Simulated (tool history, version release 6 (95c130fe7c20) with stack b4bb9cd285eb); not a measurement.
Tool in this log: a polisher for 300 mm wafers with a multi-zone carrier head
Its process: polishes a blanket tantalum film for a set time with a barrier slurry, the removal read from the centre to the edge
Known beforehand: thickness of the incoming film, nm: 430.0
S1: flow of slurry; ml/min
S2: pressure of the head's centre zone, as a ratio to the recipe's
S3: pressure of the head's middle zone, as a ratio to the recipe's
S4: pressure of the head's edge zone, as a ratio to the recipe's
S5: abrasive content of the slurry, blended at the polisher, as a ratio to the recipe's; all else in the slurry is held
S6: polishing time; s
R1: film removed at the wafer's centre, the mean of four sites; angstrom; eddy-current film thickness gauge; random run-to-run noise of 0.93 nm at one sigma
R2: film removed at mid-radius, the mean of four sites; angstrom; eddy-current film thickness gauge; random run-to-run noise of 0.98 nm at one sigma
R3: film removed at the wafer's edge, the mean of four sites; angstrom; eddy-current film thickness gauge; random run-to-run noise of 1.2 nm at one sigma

run  hour   S1    S2    S3    S4    S5  S6      R1      R2      R3
  1     0  285     1     1     1     1  72    1271  1258.9  1255.7
  2   3.8  280  0.97  0.97     1   0.9  67    1149  1127.9  1133.8
  3  11.1  275  0.93  0.94  1.03  0.85  61  955.12  981.25  1070.8
  4  13.6  275  0.93  0.94  0.97  0.85  61  986.75  975.81  1020.1
  5  22.4  270  0.91  0.92  0.97  0.75  58  862.99  899.75  930.87
  6  23.4  270  0.87  0.92  0.97  0.75  58  833.99  928.56  933.94
  7    28  265  0.87   0.9  0.97   0.7  56  810.63  822.36  909.63

Expected results for the next run?
  8  30.6  265  0.86  0.89  0.96  0.65  55   ?   ?   ?

Run 8 yielded R1 765.36 angstrom, R2 817.7 angstrom, R3 884.3 angstrom.

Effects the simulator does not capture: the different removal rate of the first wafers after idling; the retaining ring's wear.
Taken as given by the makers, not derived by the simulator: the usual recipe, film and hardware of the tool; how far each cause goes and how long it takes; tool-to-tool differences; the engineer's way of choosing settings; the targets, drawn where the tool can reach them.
